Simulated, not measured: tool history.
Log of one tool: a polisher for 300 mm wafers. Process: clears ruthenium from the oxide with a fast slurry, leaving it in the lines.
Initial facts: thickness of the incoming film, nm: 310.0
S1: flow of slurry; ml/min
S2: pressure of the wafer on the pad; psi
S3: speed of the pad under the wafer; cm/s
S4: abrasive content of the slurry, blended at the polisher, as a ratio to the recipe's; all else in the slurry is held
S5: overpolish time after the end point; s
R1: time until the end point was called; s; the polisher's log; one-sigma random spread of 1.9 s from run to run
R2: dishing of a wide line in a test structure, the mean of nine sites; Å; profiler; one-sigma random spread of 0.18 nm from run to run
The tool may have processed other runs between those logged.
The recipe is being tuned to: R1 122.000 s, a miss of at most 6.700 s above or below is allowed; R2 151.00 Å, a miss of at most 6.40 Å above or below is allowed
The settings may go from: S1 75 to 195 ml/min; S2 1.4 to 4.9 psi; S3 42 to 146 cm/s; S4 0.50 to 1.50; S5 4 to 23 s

run,hour,S1,S2,S3,S4,S5,R1,R2
1,0.0,125,3.1,94,1.00,12,71.783,153.05
2,7.0,125,3.1,94,1.00,14,68.500,155.73
3,7.8,125,3.5,94,1.00,14,63.632,159.93
4,15.2,125,3.5,94,1.00,17,62.635,159.02
5,20.5,125,2.9,92,1.00,19,75.817,157.43
6,29.0,125,2.9,92,0.85,19,86.257,157.77
7,33.8,125,2.6,92,0.85,19,95.224,157.16
8,35.9,125,2.4,92,0.85,19,100.390,148.93
9,38.9,125,2.4,90,0.80,20,109.880,154.46
10,47.4,125,2.3,90,0.80,20,113.510,151.48

Of the 5 settings listed for the next run, only one would bring every result within its allowed miss of target. Which one?
A,55.9,150,2.4,90,0.85,20,?,?
B,55.9,170,2.9,102,0.55,22,?,?
C,55.9,115,2.6,94,0.85,19,?,?
D,55.9,115,1.9,110,1.05,16,?,?
E,55.9,110,1.5,124,1.05,18,?,?

move,R1,R2
A,101.700,153.13
B,124.870,150.28
C,96.431,153.17
D,99.323,147.52
E,114.290,146.76
A: misses by more than the last run did
B: each result inside its tolerance
C: misses by more than the last run did
D: misses by more than the last run did
E: an improvement on the last run, though not all results are within tolerance
The move that meets every target is B.
